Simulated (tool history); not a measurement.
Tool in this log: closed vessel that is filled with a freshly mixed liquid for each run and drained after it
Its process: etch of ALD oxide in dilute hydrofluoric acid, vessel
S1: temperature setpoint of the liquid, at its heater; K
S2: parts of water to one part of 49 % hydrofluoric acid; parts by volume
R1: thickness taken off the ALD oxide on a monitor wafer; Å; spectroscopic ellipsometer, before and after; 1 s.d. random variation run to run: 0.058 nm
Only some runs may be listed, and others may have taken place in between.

run 1 hour=0.0 | S1=297.15 S2=150 time_in_the_liquid_(s)=30 | R1=62.709
run 2 hour=5.4 | S1=298.65 S2=150 time_in_the_liquid_(s)=30 | R1=65.508
run 3 hour=9.5 | S1=298.65 S2=130 time_in_the_liquid_(s)=30 | R1=78.424
run 4 hour=11.5 | S1=298.65 S2=180 time_in_the_liquid_(s)=30 | R1=53.422
run 5 hour=17.8 | S1=301.15 S2=180 time_in_the_liquid_(s)=30 | R1=59.091
run 6 hour=24.6 | S1=301.15 S2=210 time_in_the_liquid_(s)=30 | R1=48.124
run 7 hour=25.2 | S1=302.15 S2=200 time_in_the_liquid_(s)=30 | R1=53.365
run 8 hour=26.1 | S1=302.65 S2=190 time_in_the_liquid_(s)=30 | R1=58.302
run 9 hour=34.0 | S1=303.15 S2=180 time_in_the_liquid_(s)=30 | R1=62.709
-- hour=36.1 hydrofluoric acid flow meter replaced
run 10 hour=36.1 | S1=303.65 S2=175 time_in_the_liquid_(s)=30 | R1=58.911

Forecast run 11:
run 11 hour=39.2 | S1=303.65 S2=115 time_in_the_liquid_(s)=30 | R1=?

R1: 97.635 Å

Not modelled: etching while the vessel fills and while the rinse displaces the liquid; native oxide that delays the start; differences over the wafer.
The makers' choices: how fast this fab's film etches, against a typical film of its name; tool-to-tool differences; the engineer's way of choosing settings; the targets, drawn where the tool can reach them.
